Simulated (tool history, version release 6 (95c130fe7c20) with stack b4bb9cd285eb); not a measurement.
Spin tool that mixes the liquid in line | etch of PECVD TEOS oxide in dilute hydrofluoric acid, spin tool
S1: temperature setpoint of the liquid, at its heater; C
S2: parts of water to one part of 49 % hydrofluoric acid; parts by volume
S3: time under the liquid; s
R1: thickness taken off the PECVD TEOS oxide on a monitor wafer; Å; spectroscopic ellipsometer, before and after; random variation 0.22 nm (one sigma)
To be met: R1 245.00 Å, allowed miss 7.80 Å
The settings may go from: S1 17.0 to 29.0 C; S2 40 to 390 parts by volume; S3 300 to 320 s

run,hour,S1,S2,S3,R1
1,0.0,21.0,215,300,194.80
2,8.9,21.0,215,320,208.36
3,10.8,21.5,215,320,215.91
4,14.3,22.0,215,320,214.90
5,16.4,18.5,215,320,189.59
6,21.6,20.0,215,320,202.35
7,25.7,20.5,215,320,202.68
8,31.0,21.0,215,320,208.08
9,36.2,21.5,215,320,215.03
10,43.6,22.0,215,320,217.45
11,52.4,25.5,210,320,252.98

5 next moves are on the table. One of them brings every result within its allowed miss. Which?
A,61.2,23.5,205,320,?
B,61.2,27.5,225,300,?
C,61.2,28.0,205,300,?
D,61.2,26.0,190,300,?
E,61.2,29.0,220,315,?

move,R1
A,241.63
B,233.19
C,266.52
D,272.36
E,265.31
A: meets every target
B: takes the result that was furthest off past its target
C: further off than the last run
D: further off than the last run
E: further off than the last run
The right move is A.
